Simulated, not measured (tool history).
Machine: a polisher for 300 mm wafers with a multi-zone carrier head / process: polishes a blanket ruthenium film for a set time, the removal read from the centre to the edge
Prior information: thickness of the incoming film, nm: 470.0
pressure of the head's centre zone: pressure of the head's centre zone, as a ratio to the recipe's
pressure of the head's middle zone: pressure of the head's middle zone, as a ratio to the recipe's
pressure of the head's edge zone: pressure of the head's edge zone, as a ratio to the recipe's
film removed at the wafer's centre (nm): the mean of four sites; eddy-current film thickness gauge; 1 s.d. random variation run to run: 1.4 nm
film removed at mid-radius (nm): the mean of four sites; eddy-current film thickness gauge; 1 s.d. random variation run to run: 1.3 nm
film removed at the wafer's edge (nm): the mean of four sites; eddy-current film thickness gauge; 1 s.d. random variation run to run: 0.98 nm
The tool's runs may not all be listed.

| run | day | flow of slurry (ml/min) | pressure of the head's centre zone | pressure of the head's middle zone | pressure of the head's edge zone | polishing time (s) | film removed at the wafer's centre (nm) | film removed at mid-radius (nm) | film removed at the wafer's edge (nm) |
|---|---|---|---|---|---|---|---|---|---|
| 1 | 0.000 | 175 | 1.00 | 1.00 | 1.00 | 80 | 100.600 | 94.524 | 96.504 |
| 2 | 0.325 | 175 | 1.00 | 1.00 | 0.93 | 80 | 99.748 | 98.417 | 93.510 |
| 3 | 0.438 | 180 | 0.98 | 1.00 | 0.96 | 81 | 98.368 | 96.519 | 96.305 |
| 4 | 0.483 | 180 | 0.98 | 1.00 | 0.96 | 73 | 87.934 | 89.203 | 86.478 |
| 5 | 0.850 | 180 | 0.98 | 1.00 | 1.04 | 73 | 87.397 | 85.954 | 89.835 |
| 6 | 0.896 | 180 | 1.01 | 1.00 | 1.04 | 73 | 92.095 | 87.658 | 90.353 |

For run 7, what comes out?
| 7 | 1.021 | 185 | 1.00 | 1.01 | 1.06 | 75 | ? | ? | ? |

{"run 7": {"film removed at the wafer's centre (nm)": 92.166, "film removed at mid-radius (nm)": 92.074, "film removed at the wafer's edge (nm)": 92.629}}
